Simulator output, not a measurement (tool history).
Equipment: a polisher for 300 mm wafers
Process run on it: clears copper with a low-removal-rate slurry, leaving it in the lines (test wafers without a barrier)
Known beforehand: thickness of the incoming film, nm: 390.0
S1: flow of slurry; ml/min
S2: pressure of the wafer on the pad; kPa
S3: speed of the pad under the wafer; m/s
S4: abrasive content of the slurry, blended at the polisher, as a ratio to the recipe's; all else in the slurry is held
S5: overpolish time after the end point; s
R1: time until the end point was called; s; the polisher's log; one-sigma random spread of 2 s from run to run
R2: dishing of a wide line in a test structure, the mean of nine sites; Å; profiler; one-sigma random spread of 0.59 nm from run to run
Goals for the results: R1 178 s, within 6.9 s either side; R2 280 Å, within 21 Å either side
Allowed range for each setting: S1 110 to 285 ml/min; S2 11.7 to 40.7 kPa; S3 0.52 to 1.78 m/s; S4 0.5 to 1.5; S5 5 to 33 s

run    day   S1    S2    S3   S4  S5      R1      R2
  1      0  180  26.2  1.14    1  17   83.18  516.72
  2  0.196  175  22.8   1.1    1  17  99.617  404.06
  3  0.217  140  22.8   1.1    1  17  103.78  410.48
  4  0.529  170  22.8   1.1    1  17  100.46  417.03
  5  0.704  170  22.8   1.1  1.1  17  98.276  421.42
  6  0.746  165    20  1.06  1.1  18  115.53  388.43
  7  1.017  160  17.9  1.04  1.1  18  129.43  350.99
  8  1.092  155  16.5  1.04  1.1  18  139.12  336.98
  9  1.304  150  15.2  1.04  1.1  18  158.21  296.81
 10  1.362  145  15.2  1.04  1.1  18  153.97   282.3
 11  1.417  145  15.2  1.04  1.1  18  157.96  304.52
 12  1.621  140  15.2  1.04  1.1  18  158.15   288.3
 13    1.9  135  15.2  1.04  1.1  18  158.65  295.55
 14  2.067  130  14.5  1.04  1.1  18   169.2  286.69
 15  2.121  125  14.5  1.04  1.1  18  169.45   272.2

Next run, 5 choices. One meets every target within its allowed miss, the rest don't. Which?
  A  2.175  110  14.5  1.16  1.05  18   ?   ?
  B  2.175  145  13.1  1.16  1.15  15   ?   ?
  C  2.175  110  18.6  0.86   1.1  18   ?   ?
  D  2.175  115  14.5     1  1.15  19   ?   ?
  E  2.175  110  12.4   1.1  1.05  19   ?   ?

move      R1      R2
   A  159.12  284.99
   B  160.26  240.32
   C  165.49   278.3
   D  177.83  271.16
   E  193.74  249.83
A: misses by more than the last run did
B: misses by more than the last run did
C: misses by more than the last run did
D: every result within its allowed miss
E: the result that was furthest off in the last run now lies on the other side of its target
Correct choice: D, which meets every target

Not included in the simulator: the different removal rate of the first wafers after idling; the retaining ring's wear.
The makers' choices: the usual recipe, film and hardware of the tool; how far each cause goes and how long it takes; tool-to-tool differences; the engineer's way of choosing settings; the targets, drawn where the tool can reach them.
